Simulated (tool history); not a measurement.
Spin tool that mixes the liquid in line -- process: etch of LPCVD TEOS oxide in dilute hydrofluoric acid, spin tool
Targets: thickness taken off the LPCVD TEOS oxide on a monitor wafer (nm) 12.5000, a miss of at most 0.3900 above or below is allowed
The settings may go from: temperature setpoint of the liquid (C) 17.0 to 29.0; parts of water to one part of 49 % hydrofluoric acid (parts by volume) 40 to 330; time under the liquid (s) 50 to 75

| run | hour | temperature setpoint of the liquid (C) | parts of water to one part of 49 % hydrofluoric acid (parts by volume) | time under the liquid (s) | thickness taken off the LPCVD TEOS oxide on a monitor wafer (nm) |
|---|---|---|---|---|---|
| 1 | 0.0 | 21.0 | 185 | 75 | 5.2246 |
| 2 | 3.2 | 23.0 | 160 | 75 | 6.5892 |
| 3 | 6.8 | 24.5 | 140 | 75 | 8.3063 |
| 4 | 10.5 | 24.5 | 140 | 50 | 5.5485 |
| 5 | 17.9 | 24.5 | 200 | 50 | 3.5609 |
| 6 | 25.5 | 24.5 | 170 | 50 | 4.3579 |
| 7 | 27.0 | 24.0 | 135 | 50 | 5.5507 |
| 8 | 27.7 | 25.0 | 110 | 55 | 8.1716 |
| 9 | 29.5 | 25.5 | 95 | 55 | 9.8255 |
| 10 | 31.6 | 26.5 | 90 | 55 | 10.8370 |
| 11 | 35.6 | 27.0 | 90 | 55 | 11.0820 |
| 12 | 42.4 | 29.0 | 80 | 55 | 13.5030 |
| 13 | 47.6 | 28.5 | 80 | 55 | 12.9920 |

Pick the move, out of 5, that brings all results within their allowed miss; only one does.
| A | 52.8 | 24.0 | 70 | 50 | ? |
| B | 52.8 | 27.5 | 75 | 50 | ? |
| C | 52.8 | 29.0 | 85 | 50 | ? |
| D | 52.8 | 27.5 | 100 | 75 | ? |
| E | 52.8 | 25.5 | 65 | 50 | ? |

| move | thickness taken off the LPCVD TEOS oxide on a monitor wafer (nm) |
|---|---|
| A | 11.8450 |
| B | 12.6250 |
| C | 11.6420 |
| D | 13.7280 |
| E | 13.6420 |
A: moves the result that the last run missed by most past its target, out the other side
B: each result inside its tolerance
C: moves the result that the last run missed by most past its target, out the other side
D: misses by more than the last run did
E: misses by more than the last run did
Answer: B
